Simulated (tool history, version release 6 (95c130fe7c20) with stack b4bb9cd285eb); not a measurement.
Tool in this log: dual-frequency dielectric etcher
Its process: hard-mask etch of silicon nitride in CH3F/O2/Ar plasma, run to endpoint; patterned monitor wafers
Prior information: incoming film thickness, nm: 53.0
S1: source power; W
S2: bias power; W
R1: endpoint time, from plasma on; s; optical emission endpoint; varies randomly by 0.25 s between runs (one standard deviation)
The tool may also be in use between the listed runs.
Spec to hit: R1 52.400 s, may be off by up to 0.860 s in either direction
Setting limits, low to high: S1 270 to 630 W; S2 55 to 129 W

run,hour,S1,S2,R1
1,0.0,450,92,68.504
2,5.9,530,92,63.134
3,13.5,530,85,66.071
4,17.0,550,90,62.600
5,24.2,550,75,69.470
6,30.2,550,69,72.787
7,37.0,560,76,68.816
8,42.0,570,82,64.767
9,43.7,630,100,55.681
10,49.5,630,102,54.949
11,52.1,630,115,51.168

Exercise: of the 4 proposed moves below, exactly one satisfies all targets within the stated allowed misses. Which move is it?
A,54.7,630,120,?
B,54.7,580,111,?
C,54.7,630,110,?
D,54.7,610,124,?

move,R1
A,50.539
B,54.726
C,52.921
D,50.416
A: its largest miss is bigger than the last run's
B: carries the result that was furthest off beyond its target, to the other side
C: all results in spec
D: its largest miss is bigger than the last run's
C meets every target.

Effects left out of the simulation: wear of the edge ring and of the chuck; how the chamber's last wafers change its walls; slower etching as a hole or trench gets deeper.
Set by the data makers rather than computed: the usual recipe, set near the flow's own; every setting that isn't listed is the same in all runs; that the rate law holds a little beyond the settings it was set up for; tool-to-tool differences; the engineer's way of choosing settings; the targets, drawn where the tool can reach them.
